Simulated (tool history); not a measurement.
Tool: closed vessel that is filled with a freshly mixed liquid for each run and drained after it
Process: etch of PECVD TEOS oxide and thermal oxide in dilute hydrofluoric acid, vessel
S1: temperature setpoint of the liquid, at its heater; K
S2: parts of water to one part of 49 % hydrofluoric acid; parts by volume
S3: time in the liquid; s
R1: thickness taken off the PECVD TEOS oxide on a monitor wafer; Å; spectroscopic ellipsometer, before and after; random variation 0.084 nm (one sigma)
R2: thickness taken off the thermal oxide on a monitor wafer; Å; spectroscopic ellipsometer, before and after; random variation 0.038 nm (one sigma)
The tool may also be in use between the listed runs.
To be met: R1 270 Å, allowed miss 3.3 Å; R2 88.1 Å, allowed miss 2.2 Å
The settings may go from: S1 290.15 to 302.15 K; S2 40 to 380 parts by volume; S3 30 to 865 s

{"run": 1, "day": 0.0, "S1": 294.15, "S2": 210, "S3": 440, "R1": 292.34, "R2": 95.494}
{"run": 2, "day": 0.271, "S1": 294.15, "S2": 270, "S3": 440, "R1": 213.93, "R2": 70.027}
{"run": 3, "day": 0.55, "S1": 294.15, "S2": 335, "S3": 440, "R1": 162.26, "R2": 53.023}
{"run": 4, "day": 0.788, "S1": 290.65, "S2": 335, "S3": 440, "R1": 142.81, "R2": 46.889}
{"run": 5, "day": 1.004, "S1": 290.65, "S2": 335, "S3": 285, "R1": 92.982, "R2": 30.381}
{"run": 6, "day": 1.221, "S1": 294.65, "S2": 290, "S3": 285, "R1": 130.23, "R2": 41.789}
{"run": 7, "day": 1.496, "S1": 296.65, "S2": 250, "S3": 285, "R1": 167.67, "R2": 54.75}
{"run": 8, "day": 1.788, "S1": 298.65, "S2": 225, "S3": 285, "R1": 205, "R2": 67.415}
{"run": 9, "day": 1.879, "S1": 299.65, "S2": 215, "S3": 285, "R1": 225.19, "R2": 73.068}
{"run": 10, "day": 2.0, "S1": 299.65, "S2": 215, "S3": 285, "R1": 224.57, "R2": 73.57}
{"run": 11, "day": 2.138, "S1": 300.65, "S2": 210, "S3": 285, "R1": 241.7, "R2": 78.123}
{"run": 12, "day": 2.338, "S1": 301.15, "S2": 205, "S3": 285, "R1": 251.06, "R2": 81.608}
{"run": 13, "day": 2.592, "S1": 301.65, "S2": 200, "S3": 285, "R1": 263.47, "R2": 86.119}

Which of these 4 next moves meets every target?
{"run": "A", "day": 2.846, "S1": 300.65, "S2": 160, "S3": 220, "R1": "?", "R2": "?"}
{"run": "B", "day": 2.846, "S1": 300.65, "S2": 245, "S3": 380, "R1": "?", "R2": "?"}
{"run": "C", "day": 2.846, "S1": 296.65, "S2": 270, "S3": 505, "R1": "?", "R2": "?"}
{"run": "D", "day": 2.846, "S1": 301.65, "S2": 185, "S3": 275, "R1": "?", "R2": "?"}

move=A R1=257.9 R2=84.313
move=B R1=263.59 R2=86.171
move=C R1=269.19 R2=88.004
move=D R1=280.4 R2=91.668
A: further off than the last run
B: as far off as the last run
C: meets every target
D: takes the result that was furthest off past its target
The right move is C.
